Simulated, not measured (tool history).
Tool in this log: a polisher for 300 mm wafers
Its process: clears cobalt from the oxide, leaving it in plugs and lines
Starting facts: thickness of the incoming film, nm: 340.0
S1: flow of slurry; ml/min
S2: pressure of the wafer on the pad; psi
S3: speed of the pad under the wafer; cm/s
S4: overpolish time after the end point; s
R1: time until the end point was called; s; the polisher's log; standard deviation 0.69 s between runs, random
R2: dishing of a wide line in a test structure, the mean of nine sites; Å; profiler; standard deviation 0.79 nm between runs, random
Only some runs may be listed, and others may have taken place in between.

run,hour,S1,S2,S3,S4,R1,R2
1,0.0,260,1.8,78,15,90.056,391.61
2,7.4,310,1.8,78,15,88.289,384.84
3,9.1,280,1.8,78,15,88.322,377.75
4,10.6,280,1.9,78,14,84.046,375.02
5,16.6,280,1.9,86,14,77.126,396.56
6,25.6,280,2.2,86,14,67.254,442.93
7,33.3,280,2.2,86,14,67.286,417.52

Run 8 is up next; what results do you expect?
8,36.8,280,2.2,86,13,?,?

R1: 67.787 s
R2: 417.57 Å
